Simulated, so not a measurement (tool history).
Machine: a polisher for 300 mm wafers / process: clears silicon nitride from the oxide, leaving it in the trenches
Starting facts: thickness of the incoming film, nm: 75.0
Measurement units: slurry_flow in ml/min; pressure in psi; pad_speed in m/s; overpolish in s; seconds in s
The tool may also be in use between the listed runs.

| run | hour | slurry_flow | pressure | pad_speed | overpolish | seconds |
|---|---|---|---|---|---|---|
| 1 | 0.0 | 315 | 1.8 | 0.76 | 7 | 164.76 |
| 2 | 5.3 | 315 | 1.7 | 0.74 | 7 | 173.54 |
| 3 | 12.0 | 315 | 1.3 | 0.74 | 7 | 223.54 |
| 4 | 15.4 | 280 | 1.3 | 0.74 | 7 | 222.62 |
| 5 | 18.6 | 280 | 1.7 | 0.74 | 7 | 175.84 |
| 6 | 21.5 | 280 | 1.7 | 0.74 | 7 | 176.38 |
| 7 | 30.0 | 280 | 1.6 | 0.72 | 7 | 189.31 |
| 8 | 34.9 | 280 | 1.5 | 0.70 | 7 | 204.12 |
| 9 | 40.2 | 280 | 1.4 | 0.68 | 7 | 220.93 |
| 10 | 46.2 | 280 | 1.3 | 0.68 | 7 | 238.59 |

Run 11 is up next; what results do you expect?
| 11 | 49.0 | 280 | 0.8 | 0.64 | 7 | ? |

Run 11 gave seconds 365.12 s.
